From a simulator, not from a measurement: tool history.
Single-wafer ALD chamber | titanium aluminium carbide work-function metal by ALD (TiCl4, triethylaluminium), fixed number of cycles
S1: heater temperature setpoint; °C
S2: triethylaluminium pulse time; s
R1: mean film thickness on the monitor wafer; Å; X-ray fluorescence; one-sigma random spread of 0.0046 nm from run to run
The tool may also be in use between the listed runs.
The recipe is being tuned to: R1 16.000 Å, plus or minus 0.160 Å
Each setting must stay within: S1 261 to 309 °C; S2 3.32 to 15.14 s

Run 1, day 0.000: S1 285 °C, S2 9.23 s. Result: R1 18.073 Å.
Run 2, day 0.246: S1 285 °C, S2 11.45 s. Result: R1 18.700 Å.
Run 3, day 0.450: S1 293 °C, S2 11.45 s. Result: R1 19.401 Å.
Run 4, day 0.717: S1 289 °C, S2 10.96 s. Result: R1 18.975 Å.
Run 5, day 0.967: S1 295 °C, S2 10.96 s. Result: R1 19.582 Å.
Run 6, day 1.271: S1 295 °C, S2 12.76 s. Result: R1 19.829 Å.
Run 7, day 1.592: S1 290 °C, S2 12.02 s. Result: R1 19.195 Å.
Run 8, day 1.646: S1 290 °C, S2 12.02 s. Result: R1 19.206 Å.
Run 9, day 1.892: S1 286 °C, S2 11.54 s. Result: R1 18.826 Å.
Run 10, day 1.946: S1 274 °C, S2 8.59 s. Result: R1 16.906 Å.

Pick the move, out of 4, that brings all results within their allowed miss; only one does.
Run A, day 2.000: S1 261 °C, S2 8.39 s. Result: R1 ?.
Run B, day 2.000: S1 262 °C, S2 8.00 s. Result: R1 ?.
Run C, day 2.000: S1 263 °C, S2 9.03 s. Result: R1 ?.
Run D, day 2.000: S1 266 °C, S2 7.70 s. Result: R1 ?.

move      R1
   A  15.618
   B  15.509
   C  16.060
   D  15.683
A: takes the result that was furthest off past its target
B: takes the result that was furthest off past its target
C: in spec on every target
D: takes the result that was furthest off past its target
The move that meets every target is C.
